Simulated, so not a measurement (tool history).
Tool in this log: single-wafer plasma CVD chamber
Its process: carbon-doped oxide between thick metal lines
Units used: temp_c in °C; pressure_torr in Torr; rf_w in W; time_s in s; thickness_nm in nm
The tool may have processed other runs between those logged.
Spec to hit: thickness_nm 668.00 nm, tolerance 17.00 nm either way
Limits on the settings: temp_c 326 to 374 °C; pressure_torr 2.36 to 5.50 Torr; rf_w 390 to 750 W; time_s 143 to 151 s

run    day  temp_c  pressure_torr  rf_w  time_s  thickness_nm
  1  0.000     350           3.93   570     151        839.41
  2  0.304     351           3.82   540     150        795.00
  3  0.679     352           3.66   520     150        762.71
  4  0.954     353           3.47   510     150        742.93
  5  1.150     354           3.32   505     150        721.99
  6  1.454     356           3.23   505     150        716.51
  7  1.754     357           3.14   505     150        709.24
  8  1.942     358           3.06   505     150        708.10
  9  1.979     359           2.97   500     150        693.25
 10  2.146     359           2.97   500     150        694.17
 11  2.512     360           2.92   500     150        694.62

Exercise: of the 5 proposed moves below, exactly one satisfies all targets within the stated allowed misses. Which move is it?
  A  2.879     364           3.00   515     151             ?
  B  2.879     355           3.97   495     151             ?
  C  2.879     363           2.96   535     143             ?
  D  2.879     366           2.36   520     143             ?
  E  2.879     358           3.12   505     149             ?

move  thickness_nm
   A        714.88
   B        732.40
   C        703.34
   D        664.47
   E        704.85
A: further off than the last run
B: further off than the last run
C: further off than the last run
D: every result within its allowed miss
E: further off than the last run
The right move is D.
